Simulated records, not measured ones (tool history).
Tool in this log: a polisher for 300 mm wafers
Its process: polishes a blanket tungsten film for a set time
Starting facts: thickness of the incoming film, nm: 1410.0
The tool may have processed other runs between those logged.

run  hour  flow of slurry (ml/min)  pressure of the wafer on the pad (psi)  speed of the pad under the wafer (cm/s)  abrasive content of the slurry  polishing time (s)  film removed (angstrom)
  1     0                      255                                     3.1                                      126                               1                  37                   1529.1
  2   2.7                      255                                     3.1                                      126                             0.9                  37                   1483.3
  3   6.8                      255                                     3.1                                      126                             1.1                  37                   1562.5
  4    13                      255                                     3.4                                      126                             1.1                  37                     1703
  5  17.5                      295                                     3.4                                      126                             1.1                  37                   1748.6
  6  19.1                      295                                     3.4                                      126                               1                  37                   1688.4
  7  25.6                      295                                     3.6                                      126                               1                  37                   1785.4
  8    31                      305                                     4.5                                      128                               1                  37                   2271.4

For run 9, what comes out?
     39.2  -- head pressure recalibrated
  9  39.2                      310                                     4.5                                      128                               1                  37                        ?

{"run 9": {"film removed (angstrom)": 2489.7}}

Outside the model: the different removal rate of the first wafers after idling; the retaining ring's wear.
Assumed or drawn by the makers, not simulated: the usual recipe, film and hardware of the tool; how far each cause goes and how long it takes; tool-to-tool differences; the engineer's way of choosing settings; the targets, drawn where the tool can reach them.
